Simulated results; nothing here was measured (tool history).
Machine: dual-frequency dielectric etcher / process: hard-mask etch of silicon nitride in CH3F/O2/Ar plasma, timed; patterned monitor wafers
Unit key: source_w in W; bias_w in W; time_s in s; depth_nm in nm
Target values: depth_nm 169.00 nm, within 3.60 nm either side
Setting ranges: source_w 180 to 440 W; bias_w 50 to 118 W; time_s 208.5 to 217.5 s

run,hour,source_w,bias_w,time_s,depth_nm
1,0.0,310,84,208.5,146.51
2,7.8,330,84,208.5,150.60
3,11.4,330,84,217.5,158.17
4,18.9,340,84,217.5,162.46
5,25.7,340,84,217.5,161.38
6,28.7,340,84,208.5,154.87
7,31.1,350,84,208.5,157.88
8,32.2,370,85,208.5,162.24

Of the 5 settings listed for the next run, only one would bring every result within its allowed miss of target. Which one?
A,33.3,370,76,216.0,?
B,33.3,350,87,209.5,?
C,33.3,390,76,212.5,?
D,33.3,360,87,217.5,?
E,33.3,380,75,214.0,?

move,depth_nm
A,159.29
B,159.11
C,160.58
D,167.36
E,158.93
A: the biggest miss grows against the last run
B: the biggest miss grows against the last run
C: the biggest miss grows against the last run
D: every result within its allowed miss
E: the biggest miss grows against the last run
The move that meets every target is D.
